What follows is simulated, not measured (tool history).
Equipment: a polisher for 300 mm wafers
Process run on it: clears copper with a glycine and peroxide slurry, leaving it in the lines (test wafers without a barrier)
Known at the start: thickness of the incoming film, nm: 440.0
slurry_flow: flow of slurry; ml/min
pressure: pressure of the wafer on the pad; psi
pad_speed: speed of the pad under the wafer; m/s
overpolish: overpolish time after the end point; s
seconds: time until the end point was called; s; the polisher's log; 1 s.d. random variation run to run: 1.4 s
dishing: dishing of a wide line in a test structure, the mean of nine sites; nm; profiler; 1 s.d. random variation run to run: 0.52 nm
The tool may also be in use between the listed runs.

run 1 hour=0 | slurry_flow=140 pressure=2.2 pad_speed=1.1 overpolish=19 | seconds=77.799 dishing=34.534
run 2 hour=5.9 | slurry_flow=140 pressure=2.2 pad_speed=1.1 overpolish=13 | seconds=78.126 dishing=28.998
run 3 hour=8.2 | slurry_flow=140 pressure=2.2 pad_speed=1.1 overpolish=21 | seconds=76.021 dishing=33.455
run 4 hour=10.2 | slurry_flow=155 pressure=2.2 pad_speed=1.1 overpolish=21 | seconds=76.051 dishing=34.249
run 5 hour=16.9 | slurry_flow=155 pressure=2.2 pad_speed=1.3 overpolish=21 | seconds=67.448 dishing=32.696
run 6 hour=18 | slurry_flow=130 pressure=2.2 pad_speed=1.3 overpolish=21 | seconds=67.894 dishing=34.805
run 7 hour=18.9 | slurry_flow=150 pressure=1.8 pad_speed=1.06 overpolish=16 | seconds=91.449 dishing=30.368
run 8 hour=23.8 | slurry_flow=175 pressure=1.5 pad_speed=0.88 overpolish=13 | seconds=114.48 dishing=24.678
run 9 hour=24.7 | slurry_flow=170 pressure=1.3 pad_speed=0.8 overpolish=12 | seconds=132.09 dishing=20.751
run 10 hour=33.4 | slurry_flow=170 pressure=1.3 pad_speed=0.8 overpolish=12 | seconds=133.28 dishing=21.215
run 11 hour=37.9 | slurry_flow=155 pressure=1.2 pad_speed=0.76 overpolish=16 | seconds=146.83 dishing=25.211
run 12 hour=42.3 | slurry_flow=145 pressure=1.1 pad_speed=0.76 overpolish=14 | seconds=154.96 dishing=23.383

Run 13 has not been measured yet. What should we expect?
run 13 hour=44.8 | slurry_flow=135 pressure=1.1 pad_speed=0.76 overpolish=13 | seconds=? dishing=?

Run 13 measured seconds 157.96 s, dishing 21.711 nm.
